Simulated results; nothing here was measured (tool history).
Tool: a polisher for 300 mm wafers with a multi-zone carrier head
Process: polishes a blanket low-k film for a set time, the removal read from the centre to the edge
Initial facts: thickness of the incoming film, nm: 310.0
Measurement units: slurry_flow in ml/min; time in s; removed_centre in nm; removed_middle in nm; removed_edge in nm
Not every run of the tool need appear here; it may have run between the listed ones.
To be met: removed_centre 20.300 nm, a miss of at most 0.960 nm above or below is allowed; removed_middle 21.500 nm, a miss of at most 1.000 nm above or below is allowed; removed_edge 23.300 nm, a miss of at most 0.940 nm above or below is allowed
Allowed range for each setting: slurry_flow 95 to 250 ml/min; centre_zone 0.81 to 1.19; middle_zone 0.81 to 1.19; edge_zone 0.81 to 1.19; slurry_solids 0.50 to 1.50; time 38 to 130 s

run	hour	slurry_flow	centre_zone	middle_zone	edge_zone	slurry_solids	time	removed_centre	removed_middle	removed_edge
1	0.0	160	1.00	1.00	1.00	1.00	84	29.698	31.694	31.098
2	5.3	155	0.99	0.98	0.99	0.95	84	28.241	29.988	29.640
3	6.8	150	0.97	0.96	0.98	0.90	84	26.875	28.126	29.058
4	8.4	150	1.01	0.96	0.98	0.90	84	28.035	28.389	28.653
5	12.2	145	0.99	0.95	0.97	0.85	84	25.837	27.067	27.854
6	13.5	145	0.99	0.87	0.97	0.85	84	26.034	25.289	27.356
# hour 18.2: centre zone pressure recalibrated
7	18.2	120	0.89	0.83	0.91	0.60	83	18.222	18.288	20.646
8	21.3	130	0.89	0.84	0.92	0.60	83	18.265	18.329	20.346

Below are 5 possible settings for the next run. Only one of them brings all results inside the allowed miss of their targets. Which is it?
A	24.4	170	0.97	0.90	0.81	0.65	82	?	?	?
B	24.4	130	1.07	0.89	0.88	0.55	82	?	?	?
C	24.4	120	0.85	0.87	0.91	0.90	72	?	?	?
D	24.4	160	0.92	0.87	0.95	0.65	84	?	?	?
E	24.4	95	0.81	0.94	0.92	0.75	75	?	?	?

move	removed_centre	removed_middle	removed_edge
A	22.740	21.233	21.337
B	20.731	17.480	18.399
C	20.653	21.680	23.516
D	21.869	21.058	22.891
E	17.360	20.332	21.192
A: gets the furthest-off result to its target, but another result is out of tolerance
B: its largest miss is bigger than the last run's
C: meets every target
D: gets the furthest-off result to its target, but another result is out of tolerance
E: as far off as the last run
So the answer is move C, the one that meets all the targets.
